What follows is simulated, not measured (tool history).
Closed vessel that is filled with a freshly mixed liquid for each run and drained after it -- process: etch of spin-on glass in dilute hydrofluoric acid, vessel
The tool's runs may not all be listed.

run  hour  temperature setpoint of the liquid (K)  parts of water to one part of 49 % hydrofluoric acid (parts by volume)  time in the liquid (s)  thickness taken off the spin-on glass on a monitor wafer (Å)
  1   0.0                                  293.15                                                                     235                      40                                                        37.883
  2   9.3                                  293.15                                                                     185                      40                                                        50.241
  3  17.4                                  295.15                                                                     160                      40                                                        64.979
  4  22.1                                  296.65                                                                     150                      40                                                        73.963
  5  27.6                                  293.15                                                                     150                      40                                                        63.307
  6  31.1                                  295.65                                                                     150                      40                                                        72.434
  7  36.0                                  297.15                                                                     145                      40                                                        78.486
     38.8  -- thermometer replaced
  8  38.8                                  298.15                                                                     140                      40                                                        90.740

For run 9, what comes out?
  9  46.5                                  298.65                                                                     140                      40                                                             ?

For run 9 the tool returned thickness taken off the spin-on glass on a monitor wafer (Å) 91.852.
